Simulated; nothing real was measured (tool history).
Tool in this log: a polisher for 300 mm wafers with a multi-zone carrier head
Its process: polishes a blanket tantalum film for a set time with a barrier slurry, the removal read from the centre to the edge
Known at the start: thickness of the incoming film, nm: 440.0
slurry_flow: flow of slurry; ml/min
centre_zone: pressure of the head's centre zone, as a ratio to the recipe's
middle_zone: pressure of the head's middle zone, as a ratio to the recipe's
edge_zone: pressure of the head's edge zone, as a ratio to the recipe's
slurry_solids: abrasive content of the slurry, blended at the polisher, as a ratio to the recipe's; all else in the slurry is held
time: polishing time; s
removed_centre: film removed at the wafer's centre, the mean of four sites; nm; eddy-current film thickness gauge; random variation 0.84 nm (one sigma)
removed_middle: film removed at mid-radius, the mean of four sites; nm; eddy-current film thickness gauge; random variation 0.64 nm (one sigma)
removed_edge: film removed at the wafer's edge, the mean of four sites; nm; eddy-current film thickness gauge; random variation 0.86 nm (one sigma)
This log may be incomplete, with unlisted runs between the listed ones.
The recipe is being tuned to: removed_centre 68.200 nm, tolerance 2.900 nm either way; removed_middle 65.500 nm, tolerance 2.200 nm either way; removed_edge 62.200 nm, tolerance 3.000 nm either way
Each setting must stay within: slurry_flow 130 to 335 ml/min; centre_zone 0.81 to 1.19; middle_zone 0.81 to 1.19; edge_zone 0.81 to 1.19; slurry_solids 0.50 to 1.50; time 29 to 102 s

run 1 hour=0.0 | slurry_flow=215 centre_zone=1.00 middle_zone=1.00 edge_zone=1.00 slurry_solids=1.00 time=65 | removed_centre=71.003 removed_middle=70.347 removed_edge=70.978
run 2 hour=3.2 | slurry_flow=215 centre_zone=1.04 middle_zone=1.00 edge_zone=1.00 slurry_solids=1.00 time=65 | removed_centre=72.984 removed_middle=69.524 removed_edge=71.047
run 3 hour=7.5 | slurry_flow=215 centre_zone=1.04 middle_zone=1.00 edge_zone=1.00 slurry_solids=0.95 time=65 | removed_centre=75.226 removed_middle=69.474 removed_edge=69.402
run 4 hour=15.6 | slurry_flow=210 centre_zone=1.03 middle_zone=1.00 edge_zone=0.99 slurry_solids=0.90 time=65 | removed_centre=72.177 removed_middle=68.551 removed_edge=68.884
run 5 hour=19.5 | slurry_flow=180 centre_zone=1.03 middle_zone=1.00 edge_zone=0.99 slurry_solids=0.90 time=65 | removed_centre=70.363 removed_middle=67.135 removed_edge=67.981
run 6 hour=21.2 | slurry_flow=205 centre_zone=1.03 middle_zone=1.00 edge_zone=0.99 slurry_solids=0.90 time=65 | removed_centre=72.592 removed_middle=69.201 removed_edge=67.152
-- hour=23.9 worn pad replaced by a new one
run 7 hour=23.9 | slurry_flow=200 centre_zone=1.03 middle_zone=0.99 edge_zone=0.98 slurry_solids=0.90 time=65 | removed_centre=77.032 removed_middle=69.850 removed_edge=72.575
run 8 hour=24.8 | slurry_flow=195 centre_zone=1.04 middle_zone=1.00 edge_zone=0.99 slurry_solids=0.85 time=65 | removed_centre=76.489 removed_middle=70.239 removed_edge=71.827
run 9 hour=32.1 | slurry_flow=200 centre_zone=1.03 middle_zone=1.00 edge_zone=0.97 slurry_solids=0.90 time=64 | removed_centre=73.723 removed_middle=71.215 removed_edge=69.361

Of the 4 settings listed for the next run, only one would bring every result within its allowed miss of target. Which one?
run A hour=39.4 | slurry_flow=240 centre_zone=1.12 middle_zone=1.14 edge_zone=0.86 slurry_solids=0.65 time=63 | removed_centre=? removed_middle=? removed_edge=?
run B hour=39.4 | slurry_flow=205 centre_zone=0.87 middle_zone=0.99 edge_zone=1.02 slurry_solids=1.10 time=64 | removed_centre=? removed_middle=? removed_edge=?
run C hour=39.4 | slurry_flow=135 centre_zone=0.93 middle_zone=0.89 edge_zone=1.17 slurry_solids=1.00 time=64 | removed_centre=? removed_middle=? removed_edge=?
run D hour=39.4 | slurry_flow=200 centre_zone=1.12 middle_zone=1.10 edge_zone=1.08 slurry_solids=0.70 time=57 | removed_centre=? removed_middle=? removed_edge=?

move=A removed_centre=76.750 removed_middle=73.018 removed_edge=64.401
move=B removed_centre=66.324 removed_middle=72.502 removed_edge=77.121
move=C removed_centre=64.157 removed_middle=60.546 removed_edge=75.889
move=D removed_centre=68.769 removed_middle=63.627 removed_edge=63.309
A: lands further from the targets than the last run did
B: lands further from the targets than the last run did
C: the result that was furthest off in the last run now lies on the other side of its target
D: each result inside its tolerance
D is the move that brings every result within its allowed miss.
